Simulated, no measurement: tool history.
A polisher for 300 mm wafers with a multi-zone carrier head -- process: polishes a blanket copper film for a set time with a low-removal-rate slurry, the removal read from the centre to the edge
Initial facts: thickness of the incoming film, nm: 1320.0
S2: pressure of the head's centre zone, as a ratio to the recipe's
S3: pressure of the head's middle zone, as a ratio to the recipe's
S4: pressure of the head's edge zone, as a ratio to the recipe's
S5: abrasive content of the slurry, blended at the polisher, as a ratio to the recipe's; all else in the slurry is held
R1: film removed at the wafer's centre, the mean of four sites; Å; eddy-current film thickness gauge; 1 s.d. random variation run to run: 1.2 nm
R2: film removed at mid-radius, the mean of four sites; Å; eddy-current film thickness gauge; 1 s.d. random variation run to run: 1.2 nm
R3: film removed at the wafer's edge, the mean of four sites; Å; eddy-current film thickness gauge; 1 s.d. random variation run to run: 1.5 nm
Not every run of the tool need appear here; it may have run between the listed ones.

run 1 day=0 | flow_of_slurry_(ml/min)=210 S2=1 S3=1 S4=1 S5=1 polishing_time_(s)=70 | R1=1857.3 R2=1940.7 R3=1957.3
run 2 day=0.283 | flow_of_slurry_(ml/min)=240 S2=1 S3=1 S4=1 S5=1 polishing_time_(s)=70 | R1=1941.7 R2=1949 R3=1965.3
run 3 day=0.454 | flow_of_slurry_(ml/min)=240 S2=1.08 S3=1 S4=1 S5=1 polishing_time_(s)=70 | R1=2077.3 R2=1949.1 R3=1975.8
run 4 day=0.575 | flow_of_slurry_(ml/min)=240 S2=1.06 S3=1 S4=0.99 S5=0.95 polishing_time_(s)=67 | R1=1937.6 R2=1862.5 R3=1829.1
run 5 day=0.704 | flow_of_slurry_(ml/min)=240 S2=1.06 S3=0.95 S4=0.99 S5=0.95 polishing_time_(s)=67 | R1=1929.1 R2=1781.9 R3=1850.5
run 6 day=0.908 | flow_of_slurry_(ml/min)=240 S2=1.06 S3=0.95 S4=1.07 S5=0.95 polishing_time_(s)=67 | R1=1946.3 R2=1795.7 R3=1900.8
run 7 day=1.212 | flow_of_slurry_(ml/min)=240 S2=1.04 S3=0.96 S4=1.06 S5=0.9 polishing_time_(s)=64 | R1=1794.6 R2=1715.4 R3=1833.9
run 8 day=1.271 | flow_of_slurry_(ml/min)=240 S2=1.04 S3=0.97 S4=1.04 S5=0.85 polishing_time_(s)=61 | R1=1694.9 R2=1623.8 R3=1723.2
run 9 day=1.4 | flow_of_slurry_(ml/min)=240 S2=1.04 S3=0.99 S4=1.02 S5=0.8 polishing_time_(s)=59 | R1=1625.3 R2=1600.4 R3=1584.6
run 10 day=1.425 | flow_of_slurry_(ml/min)=235 S2=1.03 S3=0.99 S4=1.01 S5=0.75 polishing_time_(s)=58 | R1=1562.3 R2=1522.4 R3=1533.1
run 11 day=1.488 | flow_of_slurry_(ml/min)=230 S2=1.01 S3=0.99 S4=0.99 S5=0.7 polishing_time_(s)=57 | R1=1492.8 R2=1525.2 R3=1480.2
run 12 day=1.533 | flow_of_slurry_(ml/min)=225 S2=1 S3=0.98 S4=0.98 S5=0.7 polishing_time_(s)=56 | R1=1440.3 R2=1456.7 R3=1475.9
run 13 day=1.583 | flow_of_slurry_(ml/min)=225 S2=0.99 S3=0.99 S4=0.97 S5=0.7 polishing_time_(s)=55 | R1=1410.4 R2=1432.2 R3=1418.9
run 14 day=1.85 | flow_of_slurry_(ml/min)=220 S2=0.98 S3=0.99 S4=0.96 S5=0.7 polishing_time_(s)=55 | R1=1390.2 R2=1425.8 R3=1448.3
run 15 day=2.183 | flow_of_slurry_(ml/min)=220 S2=0.98 S3=1 S4=0.95 S5=0.7 polishing_time_(s)=54 | R1=1363.2 R2=1423.9 R3=1394
run 16 day=2.433 | flow_of_slurry_(ml/min)=220 S2=0.97 S3=1 S4=0.94 S5=0.7 polishing_time_(s)=53 | R1=1323 R2=1386.8 R3=1364
run 17 day=2.608 | flow_of_slurry_(ml/min)=220 S2=0.97 S3=1 S4=0.94 S5=0.7 polishing_time_(s)=53 | R1=1293.5 R2=1408.2 R3=1348.6
run 18 day=2.967 | flow_of_slurry_(ml/min)=220 S2=0.97 S3=1 S4=0.93 S5=0.7 polishing_time_(s)=53 | R1=1318.6 R2=1388.6 R3=1357.5
run 19 day=3.338 | flow_of_slurry_(ml/min)=220 S2=0.97 S3=1 S4=0.92 S5=0.7 polishing_time_(s)=53 | R1=1322.7 R2=1397.2 R3=1351.5
run 20 day=3.404 | flow_of_slurry_(ml/min)=220 S2=0.97 S3=1 S4=0.91 S5=0.7 polishing_time_(s)=53 | R1=1345.3 R2=1381.2 R3=1340.8
run 21 day=3.7 | flow_of_slurry_(ml/min)=220 S2=0.97 S3=1 S4=0.91 S5=0.7 polishing_time_(s)=53 | R1=1312.5 R2=1391.6 R3=1329.4
run 22 day=3.767 | flow_of_slurry_(ml/min)=220 S2=0.96 S3=1 S4=0.9 S5=0.7 polishing_time_(s)=53 | R1=1281.6 R2=1413.1 R3=1361.5

Expected results for the next run?
run 23 day=4.104 | flow_of_slurry_(ml/min)=215 S2=0.96 S3=1 S4=0.89 S5=0.7 polishing_time_(s)=53 | R1=? R2=? R3=?

Run 23 yielded R1 1313.3 Å, R2 1400.2 Å, R3 1356.8 Å.

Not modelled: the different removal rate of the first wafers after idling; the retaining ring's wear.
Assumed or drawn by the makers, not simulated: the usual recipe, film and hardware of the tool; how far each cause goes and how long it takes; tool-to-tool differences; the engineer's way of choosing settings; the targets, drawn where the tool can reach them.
